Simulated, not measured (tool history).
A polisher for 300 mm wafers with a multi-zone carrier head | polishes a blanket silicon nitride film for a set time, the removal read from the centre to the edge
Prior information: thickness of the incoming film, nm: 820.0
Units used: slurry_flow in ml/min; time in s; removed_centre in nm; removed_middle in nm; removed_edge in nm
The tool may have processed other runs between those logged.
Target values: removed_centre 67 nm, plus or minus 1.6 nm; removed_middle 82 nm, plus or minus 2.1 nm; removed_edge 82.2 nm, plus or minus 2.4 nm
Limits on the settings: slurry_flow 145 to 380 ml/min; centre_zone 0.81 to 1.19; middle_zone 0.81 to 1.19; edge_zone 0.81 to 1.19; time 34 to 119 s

run	hour	slurry_flow	centre_zone	middle_zone	edge_zone	time	removed_centre	removed_middle	removed_edge
1	0	245	1	1	1	76	95.857	93.182	92.416
2	8.5	245	1	1	1.08	76	95.456	92.469	94.952
3	17	285	1	1	1.08	76	97.087	93.843	97.135
4	18.9	285	1	1.07	1.08	76	97.54	98.487	97.169
5	21.2	265	0.95	1.06	1.08	73	88.918	94.353	92.267
6	22.2	245	0.91	1.06	1.11	70	81.001	89.65	90.345
7	28	230	0.88	1.06	1.1	69	77.755	87.122	87.371
8	35.3	220	0.86	1.07	1.11	68	73.274	86.195	85.728
9	39.7	205	0.85	1.06	1.11	68	72.661	84.32	83.811
10	48.4	195	0.84	1.07	1.13	68	70.233	84.159	85.007
11	55.8	185	0.84	1.07	1.13	68	70.13	83.934	84.202

4 next moves are on the table. One of them brings every result within its allowed miss. Which?
A	63.2	170	0.84	1	1.19	71	?	?	?
B	63.2	175	0.85	1.03	1.08	72	?	?	?
C	63.2	205	0.83	1.1	1.15	64	?	?	?
D	63.2	180	0.9	1.01	1.13	69	?	?	?

move	removed_centre	removed_middle	removed_edge
A	72.109	80.475	89.651
B	74.366	83.998	86.963
C	66.861	80.863	81.32
D	75.319	79.685	85.569
A: further off than the last run
B: further off than the last run
C: hits every target within its allowed miss
D: further off than the last run
The right move is C.

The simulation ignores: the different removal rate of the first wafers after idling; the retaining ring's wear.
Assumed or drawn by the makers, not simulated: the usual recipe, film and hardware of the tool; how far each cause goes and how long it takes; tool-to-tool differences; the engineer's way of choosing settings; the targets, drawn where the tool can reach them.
